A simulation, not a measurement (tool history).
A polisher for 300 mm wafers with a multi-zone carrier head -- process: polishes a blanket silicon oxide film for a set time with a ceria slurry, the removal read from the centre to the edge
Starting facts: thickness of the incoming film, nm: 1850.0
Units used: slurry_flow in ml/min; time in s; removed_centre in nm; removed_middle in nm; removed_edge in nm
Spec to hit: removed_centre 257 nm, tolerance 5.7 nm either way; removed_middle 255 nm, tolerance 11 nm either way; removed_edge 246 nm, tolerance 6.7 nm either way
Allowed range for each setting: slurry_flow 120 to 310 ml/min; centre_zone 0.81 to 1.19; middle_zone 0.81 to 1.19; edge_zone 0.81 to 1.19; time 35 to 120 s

run 1 hour=0 | slurry_flow=200 centre_zone=1 middle_zone=1 edge_zone=1 time=77 | removed_centre=226.75 removed_middle=227.23 removed_edge=241.83
run 2 hour=0.8 | slurry_flow=200 centre_zone=1 middle_zone=1.03 edge_zone=1 time=77 | removed_centre=226.99 removed_middle=229.6 removed_edge=239.18
run 3 hour=5.2 | slurry_flow=200 centre_zone=0.92 middle_zone=1.03 edge_zone=1 time=77 | removed_centre=210.74 removed_middle=228.32 removed_edge=239.14
run 4 hour=12.9 | slurry_flow=210 centre_zone=0.94 middle_zone=1.04 edge_zone=0.99 time=77 | removed_centre=212.75 removed_middle=229.61 removed_edge=238.81
run 5 hour=17.2 | slurry_flow=195 centre_zone=0.94 middle_zone=1.04 edge_zone=0.99 time=77 | removed_centre=214.53 removed_middle=227.17 removed_edge=239.64
run 6 hour=18.5 | slurry_flow=195 centre_zone=0.86 middle_zone=1.04 edge_zone=0.99 time=77 | removed_centre=195.61 removed_middle=227.42 removed_edge=236.72
-- hour=25.1 edge zone pressure recalibrated
run 7 hour=25.1 | slurry_flow=205 centre_zone=0.9 middle_zone=1.05 edge_zone=0.99 time=77 | removed_centre=204.37 removed_middle=231.65 removed_edge=228.56
run 8 hour=26.3 | slurry_flow=260 centre_zone=1 middle_zone=1.03 edge_zone=1.09 time=84 | removed_centre=256.33 removed_middle=255.46 removed_edge=262.44
run 9 hour=31.1 | slurry_flow=270 centre_zone=1 middle_zone=1.03 edge_zone=1.08 time=83 | removed_centre=252.35 removed_middle=248.27 removed_edge=259.18
run 10 hour=35.5 | slurry_flow=275 centre_zone=1.01 middle_zone=1.04 edge_zone=1.07 time=83 | removed_centre=257.12 removed_middle=252.77 removed_edge=259.68

Pick the move, out of 5, that brings all results within their allowed miss; only one does.
run A hour=39.9 | slurry_flow=285 centre_zone=1.04 middle_zone=1.19 edge_zone=1.04 time=80 | removed_centre=? removed_middle=? removed_edge=?
run B hour=39.9 | slurry_flow=260 centre_zone=0.96 middle_zone=1.13 edge_zone=1.05 time=84 | removed_centre=? removed_middle=? removed_edge=?
run C hour=39.9 | slurry_flow=280 centre_zone=1.02 middle_zone=1.12 edge_zone=1.08 time=78 | removed_centre=? removed_middle=? removed_edge=?
run D hour=39.9 | slurry_flow=310 centre_zone=1.05 middle_zone=1.1 edge_zone=1.05 time=79 | removed_centre=? removed_middle=? removed_edge=?
run E hour=39.9 | slurry_flow=265 centre_zone=0.98 middle_zone=1.08 edge_zone=1.19 time=81 | removed_centre=? removed_middle=? removed_edge=?

move=A removed_centre=256.37 removed_middle=273.55 removed_edge=248.78
move=B removed_centre=246.13 removed_middle=272.72 removed_edge=261.03
move=C removed_centre=244.61 removed_middle=252.78 removed_edge=246.63
move=D removed_centre=257.38 removed_middle=254.13 removed_edge=248.26
move=E removed_centre=242.67 removed_middle=253.31 removed_edge=267.08
A: the furthest-off result lands on target, but another misses its tolerance
B: misses by more than the last run did
C: the furthest-off result lands on target, but another misses its tolerance
D: all results in spec
E: misses by more than the last run did
Move D is the one to make.
